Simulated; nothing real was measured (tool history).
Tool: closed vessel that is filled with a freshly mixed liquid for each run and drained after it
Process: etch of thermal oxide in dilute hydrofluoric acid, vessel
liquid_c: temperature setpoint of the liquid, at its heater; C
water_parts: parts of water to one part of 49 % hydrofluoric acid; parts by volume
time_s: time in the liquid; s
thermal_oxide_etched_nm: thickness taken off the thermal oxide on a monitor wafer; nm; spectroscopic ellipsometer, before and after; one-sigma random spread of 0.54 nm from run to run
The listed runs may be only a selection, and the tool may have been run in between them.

run 1 hour=0 | liquid_c=24 water_parts=220 time_s=1070 | thermal_oxide_etched_nm=20.607
run 2 hour=2.3 | liquid_c=26 water_parts=170 time_s=1075 | thermal_oxide_etched_nm=30.209
run 3 hour=3.5 | liquid_c=29.5 water_parts=170 time_s=1075 | thermal_oxide_etched_nm=34.697
run 4 hour=9 | liquid_c=29.5 water_parts=230 time_s=1075 | thermal_oxide_etched_nm=23.755
run 5 hour=9.6 | liquid_c=31 water_parts=230 time_s=1075 | thermal_oxide_etched_nm=24.825
run 6 hour=16.8 | liquid_c=31 water_parts=295 time_s=1075 | thermal_oxide_etched_nm=17.949
run 7 hour=18.9 | liquid_c=31 water_parts=295 time_s=1075 | thermal_oxide_etched_nm=18.01
run 8 hour=26.5 | liquid_c=31.5 water_parts=225 time_s=1090 | thermal_oxide_etched_nm=26.312

For run 9, what comes out?
run 9 hour=28.1 | liquid_c=31.5 water_parts=175 time_s=1105 | thermal_oxide_etched_nm=?

For run 9 the tool returned thermal_oxide_etched_nm 36.661 nm.
